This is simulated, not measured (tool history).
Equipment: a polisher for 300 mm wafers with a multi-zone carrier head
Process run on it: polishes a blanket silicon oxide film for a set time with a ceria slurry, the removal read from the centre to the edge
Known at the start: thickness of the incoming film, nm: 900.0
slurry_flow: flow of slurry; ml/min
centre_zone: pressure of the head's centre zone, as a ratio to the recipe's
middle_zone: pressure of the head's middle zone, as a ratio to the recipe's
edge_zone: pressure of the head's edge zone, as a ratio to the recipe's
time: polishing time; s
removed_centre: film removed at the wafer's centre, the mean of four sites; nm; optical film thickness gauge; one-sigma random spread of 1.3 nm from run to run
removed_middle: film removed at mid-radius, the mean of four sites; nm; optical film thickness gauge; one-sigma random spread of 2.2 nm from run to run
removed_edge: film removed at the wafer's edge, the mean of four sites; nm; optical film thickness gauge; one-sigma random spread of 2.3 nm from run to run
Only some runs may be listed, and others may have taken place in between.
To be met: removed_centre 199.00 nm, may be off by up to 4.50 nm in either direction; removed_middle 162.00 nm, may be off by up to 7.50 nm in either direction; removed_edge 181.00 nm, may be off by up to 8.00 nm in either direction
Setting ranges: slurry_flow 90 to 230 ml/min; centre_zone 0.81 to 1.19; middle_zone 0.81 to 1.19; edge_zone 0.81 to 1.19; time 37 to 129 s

run 1 hour=0.0 | slurry_flow=150 centre_zone=1.00 middle_zone=1.00 edge_zone=1.00 time=83 | removed_centre=322.60 removed_middle=321.25 removed_edge=343.21
run 2 hour=5.7 | slurry_flow=185 centre_zone=1.00 middle_zone=1.00 edge_zone=1.00 time=83 | removed_centre=336.02 removed_middle=335.70 removed_edge=348.08
run 3 hour=14.1 | slurry_flow=185 centre_zone=1.00 middle_zone=1.00 edge_zone=1.09 time=83 | removed_centre=335.23 removed_middle=335.68 removed_edge=359.84
run 4 hour=15.2 | slurry_flow=180 centre_zone=1.01 middle_zone=0.98 edge_zone=1.06 time=77 | removed_centre=314.72 removed_middle=303.43 removed_edge=334.35
run 5 hour=19.3 | slurry_flow=170 centre_zone=1.02 middle_zone=0.98 edge_zone=1.03 time=72 | removed_centre=291.21 removed_middle=280.56 removed_edge=299.21
-- hour=26.4 edge zone pressure recalibrated
run 6 hour=26.4 | slurry_flow=170 centre_zone=1.11 middle_zone=0.98 edge_zone=1.03 time=72 | removed_centre=319.02 removed_middle=281.13 removed_edge=285.72
run 7 hour=29.5 | slurry_flow=170 centre_zone=1.11 middle_zone=0.97 edge_zone=1.02 time=68 | removed_centre=298.46 removed_middle=264.23 removed_edge=282.51
run 8 hour=31.7 | slurry_flow=170 centre_zone=1.11 middle_zone=0.97 edge_zone=1.02 time=68 | removed_centre=299.74 removed_middle=262.88 removed_edge=274.02
run 9 hour=35.1 | slurry_flow=165 centre_zone=1.11 middle_zone=0.96 edge_zone=1.01 time=65 | removed_centre=286.61 removed_middle=255.93 removed_edge=259.90
run 10 hour=41.1 | slurry_flow=160 centre_zone=1.11 middle_zone=0.94 edge_zone=1.02 time=62 | removed_centre=265.25 removed_middle=234.93 removed_edge=246.39
run 11 hour=45.2 | slurry_flow=155 centre_zone=1.12 middle_zone=0.92 edge_zone=1.02 time=60 | removed_centre=262.26 removed_middle=223.28 removed_edge=233.75
run 12 hour=53.8 | slurry_flow=115 centre_zone=1.04 middle_zone=0.82 edge_zone=1.01 time=45 | removed_centre=166.51 removed_middle=138.72 removed_edge=171.37
run 13 hour=60.1 | slurry_flow=125 centre_zone=1.04 middle_zone=0.82 edge_zone=1.00 time=45 | removed_centre=174.19 removed_middle=143.11 removed_edge=170.70
run 14 hour=65.0 | slurry_flow=130 centre_zone=1.04 middle_zone=0.82 edge_zone=1.00 time=45 | removed_centre=173.54 removed_middle=144.81 removed_edge=175.13
run 15 hour=68.9 | slurry_flow=135 centre_zone=1.05 middle_zone=0.82 edge_zone=0.99 time=45 | removed_centre=176.27 removed_middle=141.99 removed_edge=173.51
run 16 hour=77.9 | slurry_flow=140 centre_zone=1.05 middle_zone=0.83 edge_zone=0.98 time=45 | removed_centre=179.54 removed_middle=146.93 removed_edge=173.40
run 17 hour=80.7 | slurry_flow=145 centre_zone=1.05 middle_zone=0.83 edge_zone=0.98 time=45 | removed_centre=181.15 removed_middle=146.93 removed_edge=174.45

Which single option among these 5 for the next run brings every result within its allowed miss of target? Just one does.
run A hour=83.5 | slurry_flow=120 centre_zone=1.17 middle_zone=0.85 edge_zone=0.87 time=44 | removed_centre=? removed_middle=? removed_edge=?
run B hour=83.5 | slurry_flow=155 centre_zone=1.19 middle_zone=0.96 edge_zone=0.84 time=43 | removed_centre=? removed_middle=? removed_edge=?
run C hour=83.5 | slurry_flow=130 centre_zone=1.10 middle_zone=0.86 edge_zone=0.92 time=49 | removed_centre=? removed_middle=? removed_edge=?
run D hour=83.5 | slurry_flow=145 centre_zone=1.17 middle_zone=0.90 edge_zone=0.95 time=42 | removed_centre=? removed_middle=? removed_edge=?
run E hour=83.5 | slurry_flow=140 centre_zone=1.12 middle_zone=0.86 edge_zone=0.95 time=44 | removed_centre=? removed_middle=? removed_edge=?

move=A removed_centre=186.91 removed_middle=143.07 removed_edge=152.69
move=B removed_centre=199.00 removed_middle=164.28 removed_edge=153.51
move=C removed_centre=200.92 removed_middle=164.30 removed_edge=176.23
move=D removed_centre=188.14 removed_middle=149.93 removed_edge=155.68
move=E removed_centre=187.28 removed_middle=150.13 removed_edge=162.27
A: gains on the last run, yet a result remains outside its allowed miss
B: meets the target for the result that was furthest off, but another lies outside its allowed miss
C: in spec on every target
D: gains on the last run, yet a result remains outside its allowed miss
E: gains on the last run, yet a result remains outside its allowed miss
So the answer is move C, the one that meets all the targets.

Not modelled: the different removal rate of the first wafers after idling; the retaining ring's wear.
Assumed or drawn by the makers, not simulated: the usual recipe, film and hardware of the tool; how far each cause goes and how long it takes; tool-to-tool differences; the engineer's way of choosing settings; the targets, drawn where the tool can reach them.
